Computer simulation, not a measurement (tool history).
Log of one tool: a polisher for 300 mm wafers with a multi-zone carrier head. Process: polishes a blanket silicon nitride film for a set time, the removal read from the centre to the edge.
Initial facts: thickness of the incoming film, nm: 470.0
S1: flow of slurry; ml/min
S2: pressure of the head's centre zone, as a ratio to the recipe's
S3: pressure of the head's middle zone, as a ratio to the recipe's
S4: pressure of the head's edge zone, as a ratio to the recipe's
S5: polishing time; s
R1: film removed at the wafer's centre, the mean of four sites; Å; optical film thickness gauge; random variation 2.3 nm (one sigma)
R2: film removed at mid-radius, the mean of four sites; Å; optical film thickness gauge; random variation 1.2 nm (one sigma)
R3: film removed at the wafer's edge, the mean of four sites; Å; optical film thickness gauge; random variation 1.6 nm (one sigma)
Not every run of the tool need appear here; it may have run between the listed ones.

run,hour,S1,S2,S3,S4,S5,R1,R2,R3
1,0,255,1,1,1,61,1493.9,1485.6,1511.6
2,8.1,260,1.01,1.01,1.02,61,1487.4,1501.8,1496.4
3,10.5,300,1.01,1.01,1.02,61,1515.7,1524,1507.7
4,15.5,300,1.01,1.01,1.02,72,1778.7,1803.7,1800
5,21.6,300,1.01,1.01,1.02,84,2109.4,2086.3,2084.1
6,29,300,1.05,1.01,1.02,84,2121,2080.8,2143.5
7,31,295,1.04,1,1,83,2155.7,2062.5,2044.2

Estimate the outcome of run 8 from the log above:
8,33.9,250,0.94,0.9,1,76,?,?,?

Run 8 measured R1 1711.7 Å, R2 1710.1 Å, R3 1861.5 Å.
